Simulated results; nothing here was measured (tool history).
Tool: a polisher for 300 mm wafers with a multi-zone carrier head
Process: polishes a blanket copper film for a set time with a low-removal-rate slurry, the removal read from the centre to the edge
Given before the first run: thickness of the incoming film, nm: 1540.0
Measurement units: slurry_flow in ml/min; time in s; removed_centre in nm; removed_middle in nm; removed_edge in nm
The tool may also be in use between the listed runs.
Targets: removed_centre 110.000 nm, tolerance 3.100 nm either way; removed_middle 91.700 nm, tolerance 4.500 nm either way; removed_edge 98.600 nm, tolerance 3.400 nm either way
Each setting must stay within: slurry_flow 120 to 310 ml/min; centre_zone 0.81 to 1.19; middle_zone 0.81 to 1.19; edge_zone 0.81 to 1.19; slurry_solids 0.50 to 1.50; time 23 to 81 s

{"run": 1, "hour": 0.0, "slurry_flow": 200, "centre_zone": 1.0, "middle_zone": 1.0, "edge_zone": 1.0, "slurry_solids": 1.0, "time": 52, "removed_centre": 139.12, "removed_middle": 144.84, "removed_edge": 139.26}
{"run": 2, "hour": 5.5, "slurry_flow": 200, "centre_zone": 1.0, "middle_zone": 1.08, "edge_zone": 1.0, "slurry_solids": 1.0, "time": 52, "removed_centre": 142.31, "removed_middle": 152.67, "removed_edge": 141.62}
{"run": 3, "hour": 11.3, "slurry_flow": 195, "centre_zone": 1.04, "middle_zone": 1.0, "edge_zone": 1.0, "slurry_solids": 0.85, "time": 49, "removed_centre": 131.66, "removed_middle": 129.44, "removed_edge": 122.86}
{"run": 4, "hour": 18.0, "slurry_flow": 195, "centre_zone": 1.04, "middle_zone": 0.92, "edge_zone": 1.0, "slurry_solids": 0.85, "time": 49, "removed_centre": 131.82, "removed_middle": 119.94, "removed_edge": 126.2}
{"run": 5, "hour": 22.6, "slurry_flow": 185, "centre_zone": 1.04, "middle_zone": 0.89, "edge_zone": 0.97, "slurry_solids": 0.75, "time": 48, "removed_centre": 121.27, "removed_middle": 111.64, "removed_edge": 116.44}
{"run": 6, "hour": 29.5, "slurry_flow": 185, "centre_zone": 1.04, "middle_zone": 0.96, "edge_zone": 0.97, "slurry_solids": 0.75, "time": 48, "removed_centre": 120.03, "removed_middle": 115.99, "removed_edge": 118.51}
{"run": 7, "hour": 37.9, "slurry_flow": 190, "centre_zone": 1.07, "middle_zone": 0.94, "edge_zone": 0.95, "slurry_solids": 0.65, "time": 47, "removed_centre": 115.58, "removed_middle": 104.44, "removed_edge": 107.2}
{"run": 8, "hour": 40.8, "slurry_flow": 185, "centre_zone": 1.08, "middle_zone": 0.92, "edge_zone": 0.93, "slurry_solids": 0.65, "time": 47, "removed_centre": 115.3, "removed_middle": 104.69, "removed_edge": 105.51}
{"run": 9, "hour": 41.3, "slurry_flow": 165, "centre_zone": 1.12, "middle_zone": 0.82, "edge_zone": 0.94, "slurry_solids": 0.5, "time": 45, "removed_centre": 100.5, "removed_middle": 76.856, "removed_edge": 90.161}
{"run": 10, "hour": 46.8, "slurry_flow": 185, "centre_zone": 1.11, "middle_zone": 0.84, "edge_zone": 0.94, "slurry_solids": 0.5, "time": 45, "removed_centre": 102.69, "removed_middle": 81.453, "removed_edge": 89.8}
{"run": 11, "hour": 52.4, "slurry_flow": 185, "centre_zone": 1.11, "middle_zone": 0.84, "edge_zone": 0.94, "slurry_solids": 0.5, "time": 45, "removed_centre": 103.3, "removed_middle": 82.382, "removed_edge": 91.146}
{"run": 12, "hour": 58.9, "slurry_flow": 195, "centre_zone": 1.1, "middle_zone": 0.85, "edge_zone": 0.96, "slurry_solids": 0.5, "time": 45, "removed_centre": 102.85, "removed_middle": 82.39, "removed_edge": 92.383}
{"run": 13, "hour": 60.3, "slurry_flow": 205, "centre_zone": 1.1, "middle_zone": 0.87, "edge_zone": 0.97, "slurry_solids": 0.5, "time": 45, "removed_centre": 102.63, "removed_middle": 85.553, "removed_edge": 92.899}

Exercise: of the 5 proposed moves below, exactly one satisfies all targets within the stated allowed misses. Which move is it?
{"run": "A", "hour": 61.7, "slurry_flow": 160, "centre_zone": 1.04, "middle_zone": 0.92, "edge_zone": 0.81, "slurry_solids": 0.6, "time": 43, "removed_centre": "?", "removed_middle": "?", "removed_edge": "?"}
{"run": "B", "hour": 61.7, "slurry_flow": 185, "centre_zone": 1.05, "middle_zone": 0.96, "edge_zone": 0.97, "slurry_solids": 0.5, "time": 45, "removed_centre": "?", "removed_middle": "?", "removed_edge": "?"}
{"run": "C", "hour": 61.7, "slurry_flow": 125, "centre_zone": 1.04, "middle_zone": 0.81, "edge_zone": 1.12, "slurry_solids": 0.5, "time": 49, "removed_centre": "?", "removed_middle": "?", "removed_edge": "?"}
{"run": "D", "hour": 61.7, "slurry_flow": 200, "centre_zone": 1.1, "middle_zone": 0.86, "edge_zone": 0.94, "slurry_solids": 0.5, "time": 48, "removed_centre": "?", "removed_middle": "?", "removed_edge": "?"}
{"run": "E", "hour": 61.7, "slurry_flow": 205, "centre_zone": 1.06, "middle_zone": 0.89, "edge_zone": 1.09, "slurry_solids": 0.55, "time": 43, "removed_centre": "?", "removed_middle": "?", "removed_edge": "?"}

move=A removed_centre=98.012 removed_middle=89.477 removed_edge=86.262
move=B removed_centre=98.094 removed_middle=91.596 removed_edge=91.479
move=C removed_centre=97.983 removed_middle=81.057 removed_edge=101.720
move=D removed_centre=110.920 removed_middle=90.123 removed_edge=97.128
move=E removed_centre=100.370 removed_middle=87.028 removed_edge=97.458
A: further off than the last run
B: further off than the last run
C: further off than the last run
D: every result within its allowed miss
E: further off than the last run
D meets every target.
